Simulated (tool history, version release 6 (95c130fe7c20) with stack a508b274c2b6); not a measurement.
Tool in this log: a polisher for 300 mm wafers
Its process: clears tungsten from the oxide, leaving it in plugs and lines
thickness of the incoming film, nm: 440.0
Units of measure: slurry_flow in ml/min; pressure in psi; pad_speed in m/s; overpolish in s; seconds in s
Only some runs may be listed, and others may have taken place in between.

run	day	slurry_flow	pressure	pad_speed	slurry_solids	overpolish	seconds
1	0.000	190	2.7	1.32	1.00	3	84.966
2	0.317	185	2.3	1.16	1.00	3	114.860
3	0.438	185	2.3	1.16	1.00	3	113.950
4	0.488	185	2.0	1.08	1.00	3	139.760
5	0.654	185	2.0	1.08	1.00	3	136.600
6	1.025	185	2.0	1.08	0.85	3	143.030

Run 7 has not been measured yet. What should we expect?
7	1.288	185	1.8	1.04	0.85	3	?

Run 7 gave seconds 163.030 s.
